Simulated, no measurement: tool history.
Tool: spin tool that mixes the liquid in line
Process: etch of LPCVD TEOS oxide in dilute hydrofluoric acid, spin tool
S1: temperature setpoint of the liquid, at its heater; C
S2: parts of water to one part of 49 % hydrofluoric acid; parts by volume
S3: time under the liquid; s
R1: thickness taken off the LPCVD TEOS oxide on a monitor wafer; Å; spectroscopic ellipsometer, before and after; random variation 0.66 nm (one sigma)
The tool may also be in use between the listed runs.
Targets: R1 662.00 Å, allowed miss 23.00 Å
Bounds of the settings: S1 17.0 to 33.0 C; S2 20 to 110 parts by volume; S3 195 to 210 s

{"run": 1, "day": 0.0, "S1": 25.0, "S2": 60, "S3": 195, "R1": 915.9}
{"run": 2, "day": 0.283, "S1": 24.5, "S2": 60, "S3": 195, "R1": 896.67}
{"run": 3, "day": 0.638, "S1": 24.5, "S2": 60, "S3": 195, "R1": 901.42}
{"run": 4, "day": 0.946, "S1": 24.5, "S2": 40, "S3": 195, "R1": 1398.4}
{"run": 5, "day": 0.988, "S1": 24.5, "S2": 60, "S3": 195, "R1": 892.77}
{"run": 6, "day": 1.138, "S1": 24.5, "S2": 60, "S3": 195, "R1": 899.4}
{"run": 7, "day": 1.338, "S1": 24.0, "S2": 60, "S3": 195, "R1": 883.08}
{"run": 8, "day": 1.621, "S1": 23.5, "S2": 60, "S3": 195, "R1": 856.82}
{"run": 9, "day": 1.942, "S1": 19.5, "S2": 60, "S3": 195, "R1": 736.53}

Which of these 5 next moves meets every target?
{"run": "A", "day": 2.262, "S1": 18.5, "S2": 65, "S3": 200, "R1": "?"}
{"run": "B", "day": 2.262, "S1": 21.0, "S2": 65, "S3": 210, "R1": "?"}
{"run": "C", "day": 2.262, "S1": 19.0, "S2": 60, "S3": 195, "R1": "?"}
{"run": "D", "day": 2.262, "S1": 19.0, "S2": 55, "S3": 205, "R1": "?"}
{"run": "E", "day": 2.262, "S1": 20.5, "S2": 55, "S3": 200, "R1": "?"}

move=A R1=670.04
move=B R1=781.84
move=C R1=726.93
move=D R1=838.29
move=E R1=871.66
A: meets every target
B: further off than the last run
C: nearer than the last run, and not there yet
D: further off than the last run
E: further off than the last run
Answer: A
